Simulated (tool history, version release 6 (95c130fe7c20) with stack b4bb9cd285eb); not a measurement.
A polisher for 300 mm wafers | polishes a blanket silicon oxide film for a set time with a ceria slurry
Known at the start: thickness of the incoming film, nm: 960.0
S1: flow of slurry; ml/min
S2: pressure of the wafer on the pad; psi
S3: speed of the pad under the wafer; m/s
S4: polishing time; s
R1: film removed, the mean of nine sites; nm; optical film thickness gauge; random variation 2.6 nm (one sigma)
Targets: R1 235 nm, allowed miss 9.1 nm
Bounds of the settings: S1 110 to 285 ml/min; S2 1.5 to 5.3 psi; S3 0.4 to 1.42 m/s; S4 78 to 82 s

run,hour,S1,S2,S3,S4,R1
1,0,180,3.4,0.9,78,315.39
2,2.5,175,3.1,0.9,78,295.15
3,9.1,175,3.8,0.9,78,353.7
4,18,175,3.3,0.9,78,310.5
5,24.5,175,3,0.9,78,282.77
6,27.3,175,2.8,0.9,78,267.35
7,32.1,175,2.7,0.9,78,260.24
# hour 36: slurry nozzle cleaned
8,36,175,2.6,0.9,78,254.35
9,44.7,175,2.5,0.9,78,250.26

Which of these 4 next moves meets every target?
A,53.4,135,3.3,0.74,78,?
B,53.4,140,2.7,0.74,78,?
C,53.4,180,2.6,0.82,78,?
D,53.4,145,2.4,0.84,78,?

move,R1
A,258.53
B,214.28
C,236.95
D,217.52
A: further off than the last run
B: takes the result that was furthest off past its target
C: meets every target
D: takes the result that was furthest off past its target
The right move is C.
